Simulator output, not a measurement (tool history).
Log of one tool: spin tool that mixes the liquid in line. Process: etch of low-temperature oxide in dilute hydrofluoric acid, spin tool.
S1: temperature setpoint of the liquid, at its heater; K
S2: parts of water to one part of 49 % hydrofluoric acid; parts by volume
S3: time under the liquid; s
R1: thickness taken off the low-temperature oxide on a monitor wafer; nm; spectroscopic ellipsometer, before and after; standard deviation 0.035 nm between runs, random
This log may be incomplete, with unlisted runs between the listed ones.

Run 1, hour 0: S1 296.15 K, S2 95 parts by volume, S3 20 s. Result: R1 7.8722 nm.
Run 2, hour 4.2: S1 296.15 K, S2 95 parts by volume, S3 20 s. Result: R1 7.9 nm.
Run 3, hour 9.4: S1 296.65 K, S2 95 parts by volume, S3 20 s. Result: R1 8.0577 nm.
Run 4, hour 14.6: S1 297.15 K, S2 95 parts by volume, S3 20 s. Result: R1 8.2427 nm.
Run 5, hour 19.2: S1 297.15 K, S2 95 parts by volume, S3 15 s. Result: R1 6.1662 nm.
Run 6, hour 27.9: S1 297.15 K, S2 90 parts by volume, S3 15 s. Result: R1 6.5508 nm.
Run 7, hour 31.1: S1 297.15 K, S2 85 parts by volume, S3 15 s. Result: R1 6.9653 nm.
Run 8, hour 37: S1 297.15 K, S2 85 parts by volume, S3 15 s. Result: R1 6.9824 nm.

Expected results for the next run?
Run 9, hour 39: S1 301.15 K, S2 80 parts by volume, S3 15 s. Result: R1 ?.

Run 9 measured R1 8.7309 nm.
